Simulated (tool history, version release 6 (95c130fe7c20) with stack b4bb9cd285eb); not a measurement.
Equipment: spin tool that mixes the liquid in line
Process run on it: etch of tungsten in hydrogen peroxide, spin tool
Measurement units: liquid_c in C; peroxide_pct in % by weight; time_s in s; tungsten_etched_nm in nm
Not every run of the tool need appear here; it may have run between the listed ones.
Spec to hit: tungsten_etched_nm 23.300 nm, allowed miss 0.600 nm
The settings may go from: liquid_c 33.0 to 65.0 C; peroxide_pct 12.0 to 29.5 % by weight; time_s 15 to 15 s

run	hour	liquid_c	peroxide_pct	time_s	tungsten_etched_nm
1	0.0	49.0	20.0	15	13.508
2	5.8	49.0	23.5	15	14.391
3	6.6	49.0	23.5	15	14.504
4	13.9	49.0	23.5	15	14.738
5	22.6	46.5	23.5	15	12.400
6	26.3	47.5	23.5	15	13.358
7	30.0	47.5	23.5	15	13.413
8	30.8	48.5	23.5	15	14.128
9	36.6	49.5	23.5	15	15.140
10	38.0	50.5	23.5	15	15.828
11	45.8	58.5	23.5	15	25.753

Consider the 4 candidate settings below. Which is the only one whose results all fall within their allowed miss of target?
A	53.6	59.0	21.0	15	?
B	53.6	57.0	26.5	15	?
C	53.6	58.5	22.0	15	?
D	53.6	56.0	26.5	15	?

move	tungsten_etched_nm
A	25.125
B	25.123
C	24.982
D	23.690
A: better than the last run, though not everything is in spec
B: better than the last run, though not everything is in spec
C: better than the last run, though not everything is in spec
D: all results in spec
Answer: D

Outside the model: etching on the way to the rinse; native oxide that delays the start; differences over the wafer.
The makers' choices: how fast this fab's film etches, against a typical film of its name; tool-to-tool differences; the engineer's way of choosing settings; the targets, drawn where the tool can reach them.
